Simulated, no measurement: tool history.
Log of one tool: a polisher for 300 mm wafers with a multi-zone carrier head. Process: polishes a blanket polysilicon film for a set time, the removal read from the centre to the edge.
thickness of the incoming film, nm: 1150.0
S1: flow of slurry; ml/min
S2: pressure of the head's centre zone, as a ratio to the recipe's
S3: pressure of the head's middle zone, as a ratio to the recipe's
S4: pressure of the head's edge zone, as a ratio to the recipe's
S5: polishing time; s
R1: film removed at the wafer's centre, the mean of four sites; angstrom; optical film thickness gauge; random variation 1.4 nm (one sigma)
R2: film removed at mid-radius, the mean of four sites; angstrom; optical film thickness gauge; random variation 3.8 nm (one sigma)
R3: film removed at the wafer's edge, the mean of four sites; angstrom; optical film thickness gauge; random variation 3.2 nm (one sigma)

| run | hour | S1 | S2 | S3 | S4 | S5 | R1 | R2 | R3 |
|---|---|---|---|---|---|---|---|---|---|
| 1 | 0.0 | 190 | 1.00 | 1.00 | 1.00 | 67 | 4307.3 | 4350.6 | 4182.0 |
| 2 | 6.4 | 190 | 1.00 | 1.00 | 1.04 | 67 | 4241.4 | 4344.1 | 4308.0 |
| 3 | 11.2 | 185 | 0.97 | 1.01 | 1.01 | 61 | 3767.9 | 3965.7 | 3906.8 |
| 4 | 17.6 | 185 | 0.97 | 0.95 | 1.01 | 61 | 3729.3 | 3921.1 | 3896.1 |
| 5 | 24.8 | 185 | 0.95 | 0.98 | 0.98 | 56 | 3368.2 | 3508.0 | 3485.1 |
| 6 | 26.0 | 185 | 0.95 | 0.98 | 0.98 | 70 | 4195.1 | 4577.0 | 4472.4 |
| 7 | 31.6 | 185 | 0.93 | 1.02 | 0.95 | 64 | 3796.6 | 4216.9 | 3940.1 |
| 8 | 35.7 | 180 | 0.91 | 1.05 | 0.93 | 59 | 3407.6 | 4009.2 | 3579.9 |
| 9 | 36.7 | 175 | 0.90 | 1.06 | 0.91 | 55 | 3116.9 | 3729.9 | 3373.1 |

The next listed run, before its measurement:
| 10 | 42.4 | 180 | 0.89 | 1.07 | 0.90 | 51 | ? | ? | ? |

Run 10 gave R1 2852.1 angstrom, R2 3602.8 angstrom, R3 3102.2 angstrom.
